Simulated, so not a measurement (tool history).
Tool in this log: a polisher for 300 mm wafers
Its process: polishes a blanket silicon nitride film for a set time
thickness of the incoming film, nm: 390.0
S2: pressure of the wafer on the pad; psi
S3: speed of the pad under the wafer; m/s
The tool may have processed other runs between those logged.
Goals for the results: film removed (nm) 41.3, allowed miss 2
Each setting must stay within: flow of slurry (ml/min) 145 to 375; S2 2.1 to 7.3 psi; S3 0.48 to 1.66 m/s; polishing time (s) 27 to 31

Run 1, hour 0: flow of slurry (ml/min) 240, S2 4.7 psi, S3 1.06 m/s, polishing time (s) 31. Result: film removed (nm) 75.726.
Run 2, hour 5.6: flow of slurry (ml/min) 240, S2 4.4 psi, S3 1.04 m/s, polishing time (s) 31. Result: film removed (nm) 70.218.
Run 3, hour 6.2: flow of slurry (ml/min) 240, S2 4.2 psi, S3 1.04 m/s, polishing time (s) 31. Result: film removed (nm) 66.44.
Run 4, hour 14.2: flow of slurry (ml/min) 240, S2 4 psi, S3 1.04 m/s, polishing time (s) 31. Result: film removed (nm) 64.335.
Run 5, hour 18.9: flow of slurry (ml/min) 240, S2 4.4 psi, S3 1.04 m/s, polishing time (s) 31. Result: film removed (nm) 71.208.
Run 6, hour 27.6: flow of slurry (ml/min) 240, S2 4.2 psi, S3 1.04 m/s, polishing time (s) 31. Result: film removed (nm) 67.076.
Run 7, hour 34: flow of slurry (ml/min) 240, S2 4 psi, S3 1.04 m/s, polishing time (s) 31. Result: film removed (nm) 65.174.
Run 8, hour 40.1: flow of slurry (ml/min) 240, S2 3.8 psi, S3 1.02 m/s, polishing time (s) 31. Result: film removed (nm) 61.75.
Run 9, hour 42.6: flow of slurry (ml/min) 240, S2 2.5 psi, S3 0.92 m/s, polishing time (s) 31. Result: film removed (nm) 38.548.
Run 10, hour 49.4: flow of slurry (ml/min) 240, S2 2.6 psi, S3 0.92 m/s, polishing time (s) 31. Result: film removed (nm) 39.524.

Which single option among these 4 for the next run brings every result within its allowed miss of target? Just one does.
Run A, hour 56.2: flow of slurry (ml/min) 280, S2 2.4 psi, S3 1.16 m/s, polishing time (s) 27. Result: film removed (nm) ?.
Run B, hour 56.2: flow of slurry (ml/min) 280, S2 2.3 psi, S3 1.2 m/s, polishing time (s) 30. Result: film removed (nm) ?.
Run C, hour 56.2: flow of slurry (ml/min) 230, S2 2.8 psi, S3 0.9 m/s, polishing time (s) 28. Result: film removed (nm) ?.
Run D, hour 56.2: flow of slurry (ml/min) 215, S2 3 psi, S3 0.86 m/s, polishing time (s) 27. Result: film removed (nm) ?.

move  film removed (nm)
   A             37.696
   B             41.206
   C             37.469
   D             37.238
A: its largest miss is bigger than the last run's
B: every result lands within tolerance
C: its largest miss is bigger than the last run's
D: its largest miss is bigger than the last run's
B meets every target.

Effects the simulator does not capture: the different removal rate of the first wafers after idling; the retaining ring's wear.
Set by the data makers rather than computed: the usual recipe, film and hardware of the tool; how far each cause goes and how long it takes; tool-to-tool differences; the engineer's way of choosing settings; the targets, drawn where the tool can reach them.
